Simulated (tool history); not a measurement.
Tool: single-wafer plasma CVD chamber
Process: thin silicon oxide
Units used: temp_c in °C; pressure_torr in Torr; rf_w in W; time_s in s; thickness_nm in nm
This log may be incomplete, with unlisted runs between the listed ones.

| run | day | temp_c | pressure_torr | rf_w | time_s | thickness_nm |
|---|---|---|---|---|---|---|
| 1 | 0 | 400 | 1.03 | 220 | 7.83 | 14.355 |
| 2 | 0.375 | 400 | 0.95 | 220 | 7.83 | 13.636 |
| 3 | 0.583 | 400 | 0.95 | 220 | 8.07 | 13.956 |
| 4 | 0.633 | 400 | 1.04 | 220 | 8.07 | 14.908 |
| 5 | 0.833 | 400 | 0.94 | 220 | 8.07 | 13.854 |
| 6 | 0.938 | 400 | 0.94 | 220 | 7.83 | 13.541 |
| 7 | 1.225 | 400 | 0.88 | 220 | 7.83 | 12.935 |
| 8 | 1.479 | 400 | 0.84 | 220 | 7.83 | 12.413 |
| 9 | 1.529 | 400 | 0.82 | 220 | 7.83 | 12.242 |
| 10 | 1.896 | 400 | 0.8 | 220 | 7.83 | 11.998 |

Run 11, settings as shown, results not yet in. Your forecast:
| 11 | 2.075 | 400 | 0.79 | 220 | 7.83 | ? |

thickness_nm: 12.04 nm

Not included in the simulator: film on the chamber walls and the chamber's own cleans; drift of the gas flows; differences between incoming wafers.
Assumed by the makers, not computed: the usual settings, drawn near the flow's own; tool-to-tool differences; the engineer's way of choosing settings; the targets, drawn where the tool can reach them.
